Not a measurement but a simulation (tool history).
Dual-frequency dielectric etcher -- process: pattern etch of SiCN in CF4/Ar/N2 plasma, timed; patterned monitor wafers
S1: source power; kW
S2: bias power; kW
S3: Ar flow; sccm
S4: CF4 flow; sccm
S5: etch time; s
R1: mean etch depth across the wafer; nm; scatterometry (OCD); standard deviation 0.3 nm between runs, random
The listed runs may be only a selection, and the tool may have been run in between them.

run,day,S1,S2,S3,S4,S5,R1
1,0.000,0.310,0.075,110,68,58.0,34.786
2,0.371,0.310,0.075,110,57,58.0,33.900
3,0.525,0.330,0.076,110,57,58.0,35.925
4,0.842,0.330,0.076,110,57,58.0,35.620
5,1.129,0.350,0.077,110,57,58.0,37.309
6,1.442,0.350,0.082,110,57,58.0,38.378
7,1.796,0.360,0.082,110,57,58.0,39.815

The next listed run, before its measurement:
8,2.154,0.370,0.082,110,57,58.0,?

Run 8 gave R1 40.258 nm.

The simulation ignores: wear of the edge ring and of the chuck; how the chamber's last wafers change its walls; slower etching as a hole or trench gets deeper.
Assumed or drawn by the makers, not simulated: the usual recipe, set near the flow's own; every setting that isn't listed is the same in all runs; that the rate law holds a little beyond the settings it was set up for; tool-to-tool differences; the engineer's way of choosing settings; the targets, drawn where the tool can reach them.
